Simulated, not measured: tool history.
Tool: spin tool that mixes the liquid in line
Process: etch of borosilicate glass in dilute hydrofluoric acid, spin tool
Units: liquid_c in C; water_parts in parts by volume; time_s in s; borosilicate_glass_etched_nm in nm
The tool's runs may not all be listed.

Run 1, day 0: liquid_c 21 C, water_parts 300 parts by volume, time_s 260 s. Result: borosilicate_glass_etched_nm 11.128 nm.
Run 2, day 0.321: liquid_c 23.5 C, water_parts 300 parts by volume, time_s 260 s. Result: borosilicate_glass_etched_nm 12.297 nm.
Run 3, day 0.404: liquid_c 22 C, water_parts 300 parts by volume, time_s 260 s. Result: borosilicate_glass_etched_nm 11.688 nm.
Run 4, day 0.683: liquid_c 23.5 C, water_parts 265 parts by volume, time_s 260 s. Result: borosilicate_glass_etched_nm 14.4 nm.
Run 5, day 0.779: liquid_c 23.5 C, water_parts 215 parts by volume, time_s 260 s. Result: borosilicate_glass_etched_nm 18.831 nm.
Run 6, day 0.808: liquid_c 20.5 C, water_parts 215 parts by volume, time_s 260 s. Result: borosilicate_glass_etched_nm 16.653 nm.
Run 7, day 1.075: liquid_c 22.5 C, water_parts 205 parts by volume, time_s 260 s. Result: borosilicate_glass_etched_nm 18.923 nm.
Run 8, day 1.408: liquid_c 24 C, water_parts 195 parts by volume, time_s 260 s. Result: borosilicate_glass_etched_nm 21.321 nm.
Run 9, day 1.733: liquid_c 25 C, water_parts 190 parts by volume, time_s 260 s. Result: borosilicate_glass_etched_nm 23.18 nm.
Run 10, day 1.829: liquid_c 26 C, water_parts 190 parts by volume, time_s 260 s. Result: borosilicate_glass_etched_nm 23.687 nm.
Run 11, day 1.954: liquid_c 26.5 C, water_parts 190 parts by volume, time_s 260 s. Result: borosilicate_glass_etched_nm 24.33 nm.

The next listed run, before its measurement:
Run 12, day 2.258: liquid_c 27 C, water_parts 190 parts by volume, time_s 260 s. Result: borosilicate_glass_etched_nm ?.

Run 12 gave borosilicate_glass_etched_nm 24.58 nm.
